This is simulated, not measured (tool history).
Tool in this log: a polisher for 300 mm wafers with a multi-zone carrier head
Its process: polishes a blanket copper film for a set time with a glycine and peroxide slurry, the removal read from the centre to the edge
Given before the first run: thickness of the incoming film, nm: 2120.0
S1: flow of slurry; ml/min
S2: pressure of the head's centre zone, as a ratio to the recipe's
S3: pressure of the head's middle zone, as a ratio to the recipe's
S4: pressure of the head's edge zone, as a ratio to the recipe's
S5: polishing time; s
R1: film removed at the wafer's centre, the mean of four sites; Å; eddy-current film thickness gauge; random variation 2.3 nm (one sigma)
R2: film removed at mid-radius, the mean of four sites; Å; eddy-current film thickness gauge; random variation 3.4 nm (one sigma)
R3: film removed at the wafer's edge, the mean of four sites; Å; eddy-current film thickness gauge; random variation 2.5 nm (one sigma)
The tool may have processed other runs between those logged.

run,hour,S1,S2,S3,S4,S5,R1,R2,R3
1,0,245,1,1,1,52,1995.3,1972.4,2024.3
2,6.7,245,1,0.96,1,52,2030.7,1918,1990.4
3,10.6,245,1,0.96,1.06,52,1979,1872.4,2043.4
4,15.7,245,1,0.89,1.06,52,2007.3,1778.9,2054.5
5,23,255,1.02,0.96,1.04,55,2157.2,2038.7,2090.9
6,26.9,250,1.03,0.99,1.04,58,2294.1,2174.6,2219.7
7,32.2,255,1.04,1.02,1.04,60,2456.8,2272,2396.2
8,38.6,270,1.04,1.06,1,61,2475.1,2416.7,2346.8

Expected results for the next run?
9,43.1,275,1.04,1.09,0.99,62,?,?,?

R1: 2500.6 Å
R2: 2549.9 Å
R3: 2380.3 Å

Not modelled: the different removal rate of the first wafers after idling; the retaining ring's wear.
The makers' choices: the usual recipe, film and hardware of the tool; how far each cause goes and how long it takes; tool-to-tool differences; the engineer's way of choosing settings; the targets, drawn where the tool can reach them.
